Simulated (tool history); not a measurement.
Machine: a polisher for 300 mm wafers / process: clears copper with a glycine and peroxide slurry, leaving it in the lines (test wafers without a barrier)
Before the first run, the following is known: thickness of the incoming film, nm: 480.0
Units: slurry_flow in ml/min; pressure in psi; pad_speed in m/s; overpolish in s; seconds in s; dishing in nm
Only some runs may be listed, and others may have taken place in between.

| run | hour | slurry_flow | pressure | pad_speed | overpolish | seconds | dishing |
|---|---|---|---|---|---|---|---|
| 1 | 0 | 255 | 1.8 | 1.12 | 26 | 109.81 | 76.739 |
| 2 | 4.7 | 190 | 1.8 | 1.12 | 26 | 112.59 | 74.696 |
| 3 | 10.5 | 190 | 2 | 1.12 | 26 | 102.86 | 78.797 |
| 4 | 17.1 | 190 | 2 | 1.12 | 18 | 104.84 | 58.201 |
| 5 | 18.2 | 155 | 2 | 1.12 | 18 | 109.27 | 56.994 |
| 6 | 21.1 | 155 | 2.3 | 1.12 | 18 | 96.244 | 61.002 |
| 7 | 25.5 | 155 | 2 | 1.08 | 21 | 111.85 | 62.822 |
| 8 | 28.5 | 155 | 1.8 | 1.06 | 23 | 119.38 | 63.39 |

Predict the results of run 9:
| 9 | 35.7 | 155 | 1.6 | 1.04 | 24 | ? | ? |

Run 9 yielded seconds 133.95 s, dishing 58.031 nm.

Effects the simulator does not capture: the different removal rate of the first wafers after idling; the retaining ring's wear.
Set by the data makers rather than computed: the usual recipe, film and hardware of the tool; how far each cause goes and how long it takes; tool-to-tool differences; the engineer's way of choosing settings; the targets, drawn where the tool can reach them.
